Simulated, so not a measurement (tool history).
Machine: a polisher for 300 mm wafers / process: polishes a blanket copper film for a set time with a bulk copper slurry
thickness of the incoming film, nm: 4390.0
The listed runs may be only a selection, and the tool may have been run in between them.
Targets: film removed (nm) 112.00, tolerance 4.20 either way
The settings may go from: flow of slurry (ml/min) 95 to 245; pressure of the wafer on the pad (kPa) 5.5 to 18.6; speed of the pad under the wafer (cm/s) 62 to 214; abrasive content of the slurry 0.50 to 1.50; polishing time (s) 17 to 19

run,hour,flow of slurry (ml/min),pressure of the wafer on the pad (kPa),speed of the pad under the wafer (cm/s),abrasive content of the slurry,polishing time (s),film removed (nm)
1,0.0,155,11.7,138,1.00,19,152.43
2,2.2,155,14.5,138,1.00,19,187.66
3,5.3,155,12.4,138,1.00,19,159.93
4,10.5,180,12.4,138,1.00,19,163.59
5,12.7,180,11.7,138,1.00,19,155.18
6,19.1,180,11.7,138,0.80,19,146.78
7,28.0,180,11.0,138,0.80,19,138.92
8,31.7,180,11.0,138,0.80,19,137.97
9,35.5,175,9.7,138,0.80,19,121.08

Below are 5 possible settings for the next run. Only one of them brings all results inside the allowed miss of their targets. Which is it?
A,39.3,170,13.1,120,0.85,17,?
B,39.3,180,10.3,130,1.05,19,?
C,39.3,200,10.3,134,0.75,19,?
D,39.3,215,10.3,128,0.50,19,?
E,39.3,230,10.3,150,0.70,17,?

move,film removed (nm)
A,131.11
B,133.06
C,128.45
D,113.06
E,128.17
A: moves away from the targets compared with the last run
B: moves away from the targets compared with the last run
C: moves away from the targets compared with the last run
D: all results land within tolerance of their targets
E: moves away from the targets compared with the last run
Answer: D

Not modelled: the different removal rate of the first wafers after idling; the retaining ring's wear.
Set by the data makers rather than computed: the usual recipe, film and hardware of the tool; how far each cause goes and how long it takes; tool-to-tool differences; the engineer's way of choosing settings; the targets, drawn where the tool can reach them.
